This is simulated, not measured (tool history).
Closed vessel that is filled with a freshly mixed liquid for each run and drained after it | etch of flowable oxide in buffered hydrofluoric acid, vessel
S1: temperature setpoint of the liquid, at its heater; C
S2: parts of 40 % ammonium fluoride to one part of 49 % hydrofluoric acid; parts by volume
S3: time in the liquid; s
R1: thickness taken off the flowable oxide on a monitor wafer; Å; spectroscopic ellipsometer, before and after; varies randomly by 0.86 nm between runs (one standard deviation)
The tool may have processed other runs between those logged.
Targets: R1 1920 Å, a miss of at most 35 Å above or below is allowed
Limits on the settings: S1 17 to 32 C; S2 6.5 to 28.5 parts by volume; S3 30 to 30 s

| run | hour | S1 | S2 | S3 | R1 |
|---|---|---|---|---|---|
| 1 | 0 | 25 | 17.5 | 30 | 842.38 |
| 2 | 8 | 27 | 17.5 | 30 | 937.72 |
| 3 | 13.7 | 27.5 | 16.5 | 30 | 1016.4 |
| 4 | 20 | 27.5 | 16.5 | 30 | 1019.9 |
| 5 | 28.5 | 28 | 15.5 | 30 | 1108.9 |
| 6 | 30.9 | 28 | 11 | 30 | 1546.5 |
| 7 | 33.4 | 28.5 | 11 | 30 | 1605.6 |
| 8 | 38.4 | 29 | 11 | 30 | 1639.8 |
| 9 | 43.6 | 29.5 | 11 | 30 | 1681.3 |
| 10 | 48.5 | 30 | 11 | 30 | 1727 |
| 11 | 56.8 | 30.5 | 11 | 30 | 1781.7 |
| 12 | 65.7 | 31.5 | 11 | 30 | 1881.5 |

4 next moves are on the table. One of them brings every result within its allowed miss. Which?
| A | 74.6 | 32 | 10.5 | 30 | ? |
| B | 74.6 | 32 | 11 | 30 | ? |
| C | 74.6 | 27.5 | 8 | 30 | ? |
| D | 74.6 | 31 | 10 | 30 | ? |

| move | R1 |
|---|---|
| A | 2006.2 |
| B | 1917.5 |
| C | 2015.9 |
| D | 1997 |
A: the result that was furthest off in the last run now lies on the other side of its target
B: every result lands within tolerance
C: the result that was furthest off in the last run now lies on the other side of its target
D: the result that was furthest off in the last run now lies on the other side of its target
Go with B: it meets all targets.

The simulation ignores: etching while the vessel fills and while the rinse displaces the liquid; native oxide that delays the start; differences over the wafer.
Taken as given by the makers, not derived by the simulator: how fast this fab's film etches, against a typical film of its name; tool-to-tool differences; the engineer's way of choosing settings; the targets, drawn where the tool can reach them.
